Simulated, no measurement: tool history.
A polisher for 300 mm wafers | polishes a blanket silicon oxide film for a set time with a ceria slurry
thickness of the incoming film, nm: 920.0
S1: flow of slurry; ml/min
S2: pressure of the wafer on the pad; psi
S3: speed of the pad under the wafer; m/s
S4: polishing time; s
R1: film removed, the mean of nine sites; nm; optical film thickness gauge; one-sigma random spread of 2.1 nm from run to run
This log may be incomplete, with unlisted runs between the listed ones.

run,hour,S1,S2,S3,S4,R1
1,0.0,165,3.2,1.26,49,265.93
2,6.4,205,3.2,1.26,49,270.14
3,12.9,205,3.3,1.26,49,279.42
4,17.9,205,3.3,1.26,51,289.57
5,20.8,205,3.0,1.26,51,273.02
6,28.0,175,3.0,1.26,51,265.41
7,36.1,175,3.2,1.26,51,277.86
8,39.7,180,3.3,1.26,51,285.05
9,45.1,185,3.4,1.26,51,292.93
10,49.9,190,3.5,1.26,51,298.52

Forecast run 11:
11,54.5,190,3.6,1.26,51,?

R1: 308.02 nm
